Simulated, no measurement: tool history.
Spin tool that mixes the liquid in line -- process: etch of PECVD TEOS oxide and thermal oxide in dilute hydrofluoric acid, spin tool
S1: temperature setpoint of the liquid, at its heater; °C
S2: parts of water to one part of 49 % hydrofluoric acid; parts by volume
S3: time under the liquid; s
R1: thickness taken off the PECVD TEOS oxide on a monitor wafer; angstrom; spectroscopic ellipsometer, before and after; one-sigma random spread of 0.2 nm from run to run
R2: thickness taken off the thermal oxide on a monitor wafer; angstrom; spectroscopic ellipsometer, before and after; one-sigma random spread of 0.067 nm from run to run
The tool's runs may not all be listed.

run 1 day=0 | S1=22 S2=110 S3=180 | R1=234.82 R2=75.9
run 2 day=0.35 | S1=22 S2=80 S3=180 | R1=334.91 R2=107.37
run 3 day=0.604 | S1=20.5 S2=80 S3=180 | R1=312.71 R2=101.52
run 4 day=0.958 | S1=19.5 S2=80 S3=180 | R1=305.21 R2=97.566
run 5 day=1.217 | S1=19.5 S2=80 S3=225 | R1=372.48 R2=120.61
run 6 day=1.375 | S1=17 S2=80 S3=225 | R1=343.14 R2=109.4
run 7 day=1.712 | S1=17 S2=85 S3=225 | R1=318.89 R2=102.28

Run 8 has not been measured yet. What should we expect?
run 8 day=1.929 | S1=17 S2=90 S3=225 | R1=? R2=?

R1: 299.86 angstrom
R2: 95.353 angstrom
